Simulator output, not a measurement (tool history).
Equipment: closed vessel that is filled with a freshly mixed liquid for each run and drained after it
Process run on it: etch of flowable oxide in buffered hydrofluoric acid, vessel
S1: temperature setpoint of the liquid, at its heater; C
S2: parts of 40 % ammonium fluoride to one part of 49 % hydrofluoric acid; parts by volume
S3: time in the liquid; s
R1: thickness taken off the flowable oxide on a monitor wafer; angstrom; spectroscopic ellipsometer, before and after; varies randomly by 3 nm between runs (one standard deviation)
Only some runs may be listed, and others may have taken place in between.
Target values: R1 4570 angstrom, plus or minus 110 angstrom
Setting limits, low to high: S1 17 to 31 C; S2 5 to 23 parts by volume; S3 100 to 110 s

Run 1, hour 0: S1 23 C, S2 14 parts by volume, S3 100 s. Result: R1 2927.8 angstrom.
Run 2, hour 6.4: S1 24.5 C, S2 14 parts by volume, S3 100 s. Result: R1 3185.8 angstrom.
Run 3, hour 12.9: S1 26 C, S2 14 parts by volume, S3 100 s. Result: R1 3395.5 angstrom.
Run 4, hour 14: S1 27.5 C, S2 14 parts by volume, S3 100 s. Result: R1 3703.5 angstrom.
Run 5, hour 21.9: S1 28 C, S2 14 parts by volume, S3 100 s. Result: R1 3846.6 angstrom.
Run 6, hour 30.8: S1 26.5 C, S2 14 parts by volume, S3 100 s. Result: R1 3559.3 angstrom.
Run 7, hour 40: S1 27.5 C, S2 14 parts by volume, S3 100 s. Result: R1 3727.6 angstrom.
Run 8, hour 44.9: S1 28 C, S2 14 parts by volume, S3 100 s. Result: R1 3798.7 angstrom.
Run 9, hour 48: S1 28.5 C, S2 14 parts by volume, S3 100 s. Result: R1 3986.4 angstrom.
Run 10, hour 49.5: S1 29 C, S2 14 parts by volume, S3 100 s. Result: R1 4045.3 angstrom.
Run 11, hour 52.5: S1 29.5 C, S2 14 parts by volume, S3 100 s. Result: R1 4116.6 angstrom.
Run 12, hour 59.9: S1 30 C, S2 14 parts by volume, S3 100 s. Result: R1 4269.6 angstrom.
Run 13, hour 62.4: S1 30.5 C, S2 14 parts by volume, S3 100 s. Result: R1 4425.1 angstrom.

Which one of the following 4 next-run settings gets every result inside its allowed miss? There is exactly one.
Run A, hour 64.9: S1 30 C, S2 14.5 parts by volume, S3 105 s. Result: R1 ?.
Run B, hour 64.9: S1 31 C, S2 15 parts by volume, S3 105 s. Result: R1 ?.
Run C, hour 64.9: S1 29 C, S2 13.5 parts by volume, S3 110 s. Result: R1 ?.
Run D, hour 64.9: S1 31 C, S2 15.5 parts by volume, S3 105 s. Result: R1 ?.

move      R1
   A  4345.7
   B    4430
   C  4631.9
   D  4289.9
A: misses by more than the last run did
B: as far off as the last run
C: each result inside its tolerance
D: misses by more than the last run did
Go with C: it meets all targets.
